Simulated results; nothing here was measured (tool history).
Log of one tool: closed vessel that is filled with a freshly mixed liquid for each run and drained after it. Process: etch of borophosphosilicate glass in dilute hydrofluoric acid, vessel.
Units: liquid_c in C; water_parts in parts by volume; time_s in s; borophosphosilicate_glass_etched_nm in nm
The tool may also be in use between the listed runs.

run	hour	liquid_c	water_parts	time_s	borophosphosilicate_glass_etched_nm
1	0	20	160	35	11.654
2	1.1	20	125	35	15.941
3	3.4	22	110	35	19.584
4	10.9	23.5	100	35	23.019
5	11.8	23.5	120	35	18.832
6	16.4	24.5	105	35	22.967

Run 7 comes next. What will it give?
7	19.6	25.5	100	35	?

Run 7 gave borophosphosilicate_glass_etched_nm 24.951 nm.
